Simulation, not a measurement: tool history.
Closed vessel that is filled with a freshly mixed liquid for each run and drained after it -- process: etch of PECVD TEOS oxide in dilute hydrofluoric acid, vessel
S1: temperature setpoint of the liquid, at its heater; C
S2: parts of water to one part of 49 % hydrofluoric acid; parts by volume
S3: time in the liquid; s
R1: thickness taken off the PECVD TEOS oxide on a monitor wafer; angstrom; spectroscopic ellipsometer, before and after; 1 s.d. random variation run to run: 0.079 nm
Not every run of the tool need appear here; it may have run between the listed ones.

| run | hour | S1 | S2 | S3 | R1 |
|---|---|---|---|---|---|
| 1 | 0.0 | 23.0 | 295 | 170 | 55.693 |
| 2 | 7.5 | 24.0 | 280 | 170 | 60.548 |
| 3 | 11.3 | 21.5 | 280 | 170 | 56.230 |
| 4 | 12.3 | 23.0 | 280 | 170 | 59.517 |
|  | 16.5 | hydrofluoric acid flow meter replaced |
| 5 | 16.5 | 24.0 | 265 | 170 | 60.530 |
| 6 | 22.9 | 24.0 | 235 | 170 | 70.482 |
| 7 | 27.4 | 24.5 | 220 | 170 | 77.479 |
| 8 | 34.8 | 25.0 | 210 | 170 | 83.243 |

For run 9, what comes out?
| 9 | 42.4 | 25.5 | 205 | 170 | ? |

{"run 9": {"R1": 88.263}}
